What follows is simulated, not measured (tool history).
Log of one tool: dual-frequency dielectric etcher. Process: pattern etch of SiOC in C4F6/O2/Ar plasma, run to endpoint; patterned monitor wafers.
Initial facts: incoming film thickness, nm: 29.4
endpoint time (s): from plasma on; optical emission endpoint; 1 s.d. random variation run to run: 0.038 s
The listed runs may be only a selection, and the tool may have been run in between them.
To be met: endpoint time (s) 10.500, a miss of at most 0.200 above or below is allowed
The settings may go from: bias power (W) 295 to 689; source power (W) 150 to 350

run  hour  bias power (W)  source power (W)  endpoint time (s)
  1   0.0             492               250             11.625
  2   3.3             443               250             12.066
  3   3.8             462               250             11.962
  4   9.7             387               250             12.654
  5  17.1             412               250             12.355
  6  23.9             327               250             13.464
  7  25.2             357               250             13.037
  8  34.1             455               270             11.560
  9  37.3             467               270             11.494
 10  39.4             479               270             11.406
 11  46.9             490               270             11.280
 12  52.9             499               270             11.116
 13  58.6             506               270             11.105
 14  63.1             506               270             11.244
 15  63.8             516               270             11.140

Pick the move, out of 4, that brings all results within their allowed miss; only one does.
  A  64.5             444               250                  ?
  B  64.5             444               230                  ?
  C  64.5             517               310                  ?
  D  64.5             400               300                  ?

move  endpoint time (s)
   A             12.029
   B             12.429
   C             10.468
   D             11.628
A: misses by more than the last run did
B: misses by more than the last run did
C: every result lands within tolerance
D: misses by more than the last run did
C is the move that brings every result within its allowed miss.
